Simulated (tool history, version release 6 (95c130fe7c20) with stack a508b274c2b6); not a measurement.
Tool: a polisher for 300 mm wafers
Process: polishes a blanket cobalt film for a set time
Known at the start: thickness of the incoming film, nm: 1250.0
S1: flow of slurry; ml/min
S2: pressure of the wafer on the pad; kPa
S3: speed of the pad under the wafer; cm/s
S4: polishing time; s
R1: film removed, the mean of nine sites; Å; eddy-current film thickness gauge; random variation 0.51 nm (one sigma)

| run | hour | S1 | S2 | S3 | S4 | R1 |
|---|---|---|---|---|---|---|
| 1 | 0.0 | 215 | 10.3 | 114 | 24 | 1057.80 |
| 2 | 3.6 | 215 | 9.0 | 106 | 24 | 829.38 |
| 3 | 5.0 | 265 | 9.0 | 106 | 24 | 872.44 |
| 4 | 7.9 | 265 | 9.0 | 96 | 24 | 776.67 |
| 5 | 10.4 | 265 | 8.3 | 94 | 24 | 695.09 |
| 6 | 12.8 | 265 | 7.6 | 92 | 24 | 628.55 |
| 7 | 14.3 | 260 | 6.9 | 92 | 24 | 579.04 |

Forecast run 8:
| 8 | 16.0 | 260 | 6.2 | 92 | 24 | ? |

Run 8 gave R1 523.27 Å.

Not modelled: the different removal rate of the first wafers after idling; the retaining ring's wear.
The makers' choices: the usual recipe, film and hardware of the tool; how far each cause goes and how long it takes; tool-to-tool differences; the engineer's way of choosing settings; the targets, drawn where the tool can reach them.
